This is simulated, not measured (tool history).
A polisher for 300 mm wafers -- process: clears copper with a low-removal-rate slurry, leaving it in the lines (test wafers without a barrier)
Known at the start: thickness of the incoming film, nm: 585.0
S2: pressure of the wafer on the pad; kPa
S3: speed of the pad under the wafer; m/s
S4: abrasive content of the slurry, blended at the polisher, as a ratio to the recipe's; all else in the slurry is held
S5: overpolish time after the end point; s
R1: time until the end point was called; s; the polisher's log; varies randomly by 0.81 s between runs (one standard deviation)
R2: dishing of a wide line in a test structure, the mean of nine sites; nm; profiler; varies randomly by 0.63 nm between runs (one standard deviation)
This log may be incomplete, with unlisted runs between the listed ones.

{"run": 1, "hour": 0.0, "flow of slurry (ml/min)": 275, "S2": 21.4, "S3": 1.4, "S4": 1.0, "S5": 13, "R1": 118.61, "R2": 42.363}
{"run": 2, "hour": 1.8, "flow of slurry (ml/min)": 275, "S2": 23.4, "S3": 1.4, "S4": 1.0, "S5": 11, "R1": 108.38, "R2": 39.453}
{"run": 3, "hour": 5.2, "flow of slurry (ml/min)": 275, "S2": 23.4, "S3": 1.12, "S4": 1.0, "S5": 11, "R1": 134.68, "R2": 33.526}
{"run": 4, "hour": 10.4, "flow of slurry (ml/min)": 220, "S2": 23.4, "S3": 1.12, "S4": 1.0, "S5": 11, "R1": 139.14, "R2": 32.153}
{"run": 5, "hour": 12.6, "flow of slurry (ml/min)": 220, "S2": 23.4, "S3": 1.3, "S4": 1.0, "S5": 11, "R1": 118.91, "R2": 35.059}
{"run": 6, "hour": 18.5, "flow of slurry (ml/min)": 240, "S2": 25.5, "S3": 1.3, "S4": 1.0, "S5": 10, "R1": 112.94, "R2": 35.122}
{"run": 7, "hour": 23.3, "flow of slurry (ml/min)": 255, "S2": 27.6, "S3": 1.3, "S4": 1.0, "S5": 10, "R1": 104.19, "R2": 37.875}
{"run": 8, "hour": 27.0, "flow of slurry (ml/min)": 265, "S2": 29.0, "S3": 1.3, "S4": 1.0, "S5": 10, "R1": 101.72, "R2": 39.061}
{"run": 9, "hour": 31.1, "flow of slurry (ml/min)": 270, "S2": 30.3, "S3": 1.3, "S4": 1.0, "S5": 9, "R1": 96.781, "R2": 37.572}
{"run": 10, "hour": 39.3, "flow of slurry (ml/min)": 275, "S2": 31.0, "S3": 1.3, "S4": 1.0, "S5": 9, "R1": 94.475, "R2": 37.612}
{"run": 11, "hour": 44.9, "flow of slurry (ml/min)": 275, "S2": 31.7, "S3": 1.3, "S4": 1.0, "S5": 9, "R1": 92.798, "R2": 38.002}
{"run": 12, "hour": 51.3, "flow of slurry (ml/min)": 275, "S2": 32.4, "S3": 1.3, "S4": 1.0, "S5": 9, "R1": 90.788, "R2": 39.045}

The next listed run, before its measurement:
{"run": 13, "hour": 52.0, "flow of slurry (ml/min)": 275, "S2": 33.1, "S3": 1.3, "S4": 1.0, "S5": 9, "R1": "?", "R2": "?"}

{"run 13": {"R1": 90.066, "R2": 39.111}}
